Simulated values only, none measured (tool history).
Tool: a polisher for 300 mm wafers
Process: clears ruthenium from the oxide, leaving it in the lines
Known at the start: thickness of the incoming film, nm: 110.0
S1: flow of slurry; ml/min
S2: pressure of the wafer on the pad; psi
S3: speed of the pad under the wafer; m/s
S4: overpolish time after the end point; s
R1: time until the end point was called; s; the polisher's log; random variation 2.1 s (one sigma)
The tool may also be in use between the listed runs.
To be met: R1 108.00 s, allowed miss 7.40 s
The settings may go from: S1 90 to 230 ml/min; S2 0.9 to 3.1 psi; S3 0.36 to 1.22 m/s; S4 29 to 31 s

run 1 hour=0.0 | S1=150 S2=2.0 S3=0.78 S4=29 | R1=156.93
run 2 hour=8.4 | S1=150 S2=2.3 S3=0.78 S4=29 | R1=138.20
run 3 hour=14.7 | S1=150 S2=1.9 S3=0.78 S4=29 | R1=160.19
run 4 hour=21.7 | S1=150 S2=2.1 S3=0.80 S4=29 | R1=149.13
run 5 hour=27.2 | S1=150 S2=2.3 S3=0.80 S4=29 | R1=133.74
run 6 hour=34.1 | S1=150 S2=2.4 S3=0.80 S4=29 | R1=131.69
run 7 hour=39.3 | S1=150 S2=2.5 S3=0.80 S4=29 | R1=128.54
run 8 hour=47.6 | S1=150 S2=2.6 S3=0.80 S4=29 | R1=126.09
run 9 hour=49.9 | S1=150 S2=2.7 S3=0.82 S4=29 | R1=116.68

Which of these 4 next moves meets every target?
run A hour=52.2 | S1=165 S2=2.8 S3=0.70 S4=30 | R1=?
run B hour=52.2 | S1=165 S2=2.8 S3=0.84 S4=31 | R1=?
run C hour=52.2 | S1=135 S2=2.5 S3=0.84 S4=31 | R1=?
run D hour=52.2 | S1=145 S2=2.6 S3=0.80 S4=29 | R1=?

move=A R1=127.89
move=B R1=107.17
move=C R1=120.66
move=D R1=121.42
A: further off than the last run
B: meets every target
C: further off than the last run
D: further off than the last run
The right move is B.
